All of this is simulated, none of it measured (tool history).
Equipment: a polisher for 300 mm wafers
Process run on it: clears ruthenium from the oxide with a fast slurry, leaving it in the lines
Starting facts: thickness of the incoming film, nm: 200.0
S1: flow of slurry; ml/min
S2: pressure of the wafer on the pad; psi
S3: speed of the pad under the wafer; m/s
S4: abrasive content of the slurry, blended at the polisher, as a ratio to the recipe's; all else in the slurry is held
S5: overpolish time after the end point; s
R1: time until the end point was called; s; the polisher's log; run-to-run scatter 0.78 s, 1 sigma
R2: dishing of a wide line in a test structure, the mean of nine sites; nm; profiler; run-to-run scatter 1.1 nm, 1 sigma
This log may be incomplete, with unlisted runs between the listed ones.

run  hour   S1   S2    S3   S4  S5      R1      R2
  1   0.0  205  2.1  0.92  1.0  19  72.171  31.340
  2   3.6  205  2.4  0.92  1.0  19  63.579  34.726
  3   9.3  205  2.6  0.92  1.0  19  61.447  37.117
  4  14.7  230  2.6  0.92  1.0  19  58.365  36.255
  5  21.1  270  2.6  0.92  1.0  19  59.629  35.860
  6  23.8  270  2.7  0.94  1.0  20  55.351  38.254

For run 7, what comes out?
  7  27.3  270  2.8  0.94  1.0  21   ?   ?

R1: 53.403 s
R2: 40.402 nm
